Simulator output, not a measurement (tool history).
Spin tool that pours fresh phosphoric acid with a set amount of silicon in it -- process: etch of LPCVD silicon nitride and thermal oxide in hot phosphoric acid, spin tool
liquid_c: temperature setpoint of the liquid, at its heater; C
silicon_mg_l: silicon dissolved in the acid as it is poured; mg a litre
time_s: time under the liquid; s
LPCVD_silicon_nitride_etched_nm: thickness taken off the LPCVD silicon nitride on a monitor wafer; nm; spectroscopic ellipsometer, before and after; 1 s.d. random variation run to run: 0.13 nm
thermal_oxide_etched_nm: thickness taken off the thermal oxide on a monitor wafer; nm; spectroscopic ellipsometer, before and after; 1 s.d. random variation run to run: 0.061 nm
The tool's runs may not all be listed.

run	day	liquid_c	silicon_mg_l	time_s	LPCVD_silicon_nitride_etched_nm	thermal_oxide_etched_nm
1	0.000	159.0	25.0	100	8.9238	0.10967
2	0.333	159.5	21.5	105	9.4439	0.17058
3	0.596	160.0	21.5	110	10.2170	0.14534
4	0.633	160.5	18.0	115	11.0260	0.19856
5	0.683	161.0	16.0	115	11.0150	0.19746
6	1.054	161.0	1.5	115	11.0440	0.37380
7	1.100	161.5	2.0	115	11.3560	0.46636
8	1.154	162.0	3.5	115	11.4230	0.21305
9	1.462	162.0	3.0	120	11.8530	0.43184
10	1.796	162.0	4.0	120	11.9430	0.34295

Predict the results of run 11:
11	2.112	162.0	3.5	120	?	?

{"run 11": {"LPCVD_silicon_nitride_etched_nm": 11.772, "thermal_oxide_etched_nm": 0.45764}}

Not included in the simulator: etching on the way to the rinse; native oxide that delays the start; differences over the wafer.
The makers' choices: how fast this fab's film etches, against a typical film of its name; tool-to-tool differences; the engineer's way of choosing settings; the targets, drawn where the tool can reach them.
